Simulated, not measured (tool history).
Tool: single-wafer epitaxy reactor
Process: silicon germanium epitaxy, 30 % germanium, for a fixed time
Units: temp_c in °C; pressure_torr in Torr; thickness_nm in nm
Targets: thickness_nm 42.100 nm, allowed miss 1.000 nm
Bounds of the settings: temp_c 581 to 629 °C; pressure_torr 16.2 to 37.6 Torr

Run 1, hour 0.0: temp_c 605 °C, pressure_torr 26.9 Torr. Result: thickness_nm 69.131 nm.
Run 2, hour 6.1: temp_c 595 °C, pressure_torr 26.9 Torr. Result: thickness_nm 56.469 nm.
Run 3, hour 13.7: temp_c 593 °C, pressure_torr 26.7 Torr. Result: thickness_nm 54.016 nm.
Run 4, hour 14.5: temp_c 591 °C, pressure_torr 26.6 Torr. Result: thickness_nm 51.762 nm.
Run 5, hour 15.3: temp_c 589 °C, pressure_torr 26.5 Torr. Result: thickness_nm 50.310 nm.
Run 6, hour 18.5: temp_c 589 °C, pressure_torr 29.3 Torr. Result: thickness_nm 51.702 nm.
Run 7, hour 24.2: temp_c 589 °C, pressure_torr 29.3 Torr. Result: thickness_nm 51.673 nm.
Run 8, hour 31.6: temp_c 588 °C, pressure_torr 28.7 Torr. Result: thickness_nm 50.394 nm.
Run 9, hour 32.5: temp_c 587 °C, pressure_torr 28.1 Torr. Result: thickness_nm 48.668 nm.
Run 10, hour 40.6: temp_c 587 °C, pressure_torr 28.1 Torr. Result: thickness_nm 48.785 nm.
Run 11, hour 48.5: temp_c 581 °C, pressure_torr 25.0 Torr. Result: thickness_nm 40.966 nm.

5 next moves are on the table. One of them brings every result within its allowed miss. Which?
Run A, hour 56.4: temp_c 581 °C, pressure_torr 24.0 Torr. Result: thickness_nm ?.
Run B, hour 56.4: temp_c 584 °C, pressure_torr 22.7 Torr. Result: thickness_nm ?.
Run C, hour 56.4: temp_c 583 °C, pressure_torr 20.8 Torr. Result: thickness_nm ?.
Run D, hour 56.4: temp_c 583 °C, pressure_torr 21.7 Torr. Result: thickness_nm ?.
Run E, hour 56.4: temp_c 583 °C, pressure_torr 21.5 Torr. Result: thickness_nm ?.

move  thickness_nm
   A        39.984
   B        41.749
   C        39.484
   D        40.143
   E        39.998
A: further off than the last run
B: meets every target
C: further off than the last run
D: further off than the last run
E: further off than the last run
Move B is the one to make.

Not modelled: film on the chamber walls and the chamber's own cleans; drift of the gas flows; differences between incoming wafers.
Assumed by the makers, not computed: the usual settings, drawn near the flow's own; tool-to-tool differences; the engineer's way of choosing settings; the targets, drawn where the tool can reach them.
